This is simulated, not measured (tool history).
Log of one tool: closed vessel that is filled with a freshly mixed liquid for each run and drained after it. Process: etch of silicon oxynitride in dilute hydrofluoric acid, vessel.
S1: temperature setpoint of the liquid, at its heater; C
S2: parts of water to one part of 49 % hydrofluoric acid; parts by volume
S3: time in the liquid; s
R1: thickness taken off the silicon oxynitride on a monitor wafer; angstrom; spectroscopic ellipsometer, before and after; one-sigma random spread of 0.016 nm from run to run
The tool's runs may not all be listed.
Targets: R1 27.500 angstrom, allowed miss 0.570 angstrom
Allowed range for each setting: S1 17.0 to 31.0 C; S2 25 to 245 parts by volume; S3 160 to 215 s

run 1 hour=0.0 | S1=23.0 S2=135 S3=215 | R1=29.665
run 2 hour=8.7 | S1=23.0 S2=165 S3=215 | R1=24.183
run 3 hour=11.9 | S1=23.5 S2=165 S3=215 | R1=24.831
run 4 hour=13.9 | S1=24.0 S2=165 S3=215 | R1=25.124
run 5 hour=16.9 | S1=24.5 S2=165 S3=215 | R1=25.785
run 6 hour=23.2 | S1=24.5 S2=165 S3=160 | R1=19.116
run 7 hour=30.2 | S1=24.5 S2=155 S3=160 | R1=20.728
run 8 hour=37.5 | S1=24.5 S2=145 S3=160 | R1=21.952
run 9 hour=39.6 | S1=28.5 S2=145 S3=160 | R1=26.660

Which one of the following 4 next-run settings gets every result inside its allowed miss? There is exactly one.
run A hour=41.7 | S1=28.5 S2=165 S3=185 | R1=?
run B hour=41.7 | S1=26.0 S2=140 S3=165 | R1=?
run C hour=41.7 | S1=30.5 S2=195 S3=190 | R1=?
run D hour=41.7 | S1=27.0 S2=140 S3=170 | R1=?

move=A R1=26.482
move=B R1=25.465
move=C R1=24.389
move=D R1=27.446
A: moves away from the targets compared with the last run
B: moves away from the targets compared with the last run
C: moves away from the targets compared with the last run
D: meets every target
Move D is the one to make.
